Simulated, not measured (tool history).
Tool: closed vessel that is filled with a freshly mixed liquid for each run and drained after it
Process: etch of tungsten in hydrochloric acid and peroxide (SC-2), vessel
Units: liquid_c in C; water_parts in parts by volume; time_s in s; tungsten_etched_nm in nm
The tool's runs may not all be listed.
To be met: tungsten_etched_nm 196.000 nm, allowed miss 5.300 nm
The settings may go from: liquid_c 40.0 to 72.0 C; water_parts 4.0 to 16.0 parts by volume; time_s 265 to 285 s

| run | hour | liquid_c | water_parts | time_s | tungsten_etched_nm |
|---|---|---|---|---|---|
| 1 | 0.0 | 56.0 | 9.0 | 265 | 71.695 |
| 2 | 4.3 | 56.0 | 9.0 | 285 | 76.818 |
| 3 | 6.7 | 58.5 | 9.0 | 285 | 89.781 |
| 4 | 8.1 | 61.0 | 9.0 | 285 | 103.560 |
| 5 | 9.3 | 61.0 | 9.0 | 285 | 105.700 |
| 6 | 15.2 | 61.0 | 9.0 | 285 | 104.550 |
| 7 | 21.5 | 63.0 | 9.0 | 285 | 117.670 |
| 8 | 25.4 | 64.5 | 9.0 | 285 | 129.540 |
| 9 | 31.5 | 65.5 | 9.0 | 285 | 138.080 |
| 10 | 33.5 | 66.5 | 9.0 | 285 | 146.370 |
| 11 | 37.4 | 67.5 | 9.0 | 285 | 153.850 |
| 12 | 45.7 | 68.0 | 9.0 | 285 | 161.510 |
| 13 | 48.7 | 68.5 | 9.0 | 285 | 167.030 |
| 14 | 57.3 | 69.0 | 9.0 | 285 | 169.780 |

5 next moves are on the table. One of them brings every result within its allowed miss. Which?
| A | 65.9 | 68.5 | 9.5 | 280 | ? |
| B | 65.9 | 66.0 | 8.5 | 275 | ? |
| C | 65.9 | 68.5 | 9.5 | 265 | ? |
| D | 65.9 | 70.0 | 7.5 | 265 | ? |
| E | 65.9 | 71.5 | 8.0 | 285 | ? |

| move | tungsten_etched_nm |
|---|---|
| A | 154.540 |
| B | 143.050 |
| C | 146.260 |
| D | 193.550 |
| E | 216.010 |
A: further off than the last run
B: further off than the last run
C: further off than the last run
D: meets every target
E: takes the result that was furthest off past its target
Move D is the one to make.

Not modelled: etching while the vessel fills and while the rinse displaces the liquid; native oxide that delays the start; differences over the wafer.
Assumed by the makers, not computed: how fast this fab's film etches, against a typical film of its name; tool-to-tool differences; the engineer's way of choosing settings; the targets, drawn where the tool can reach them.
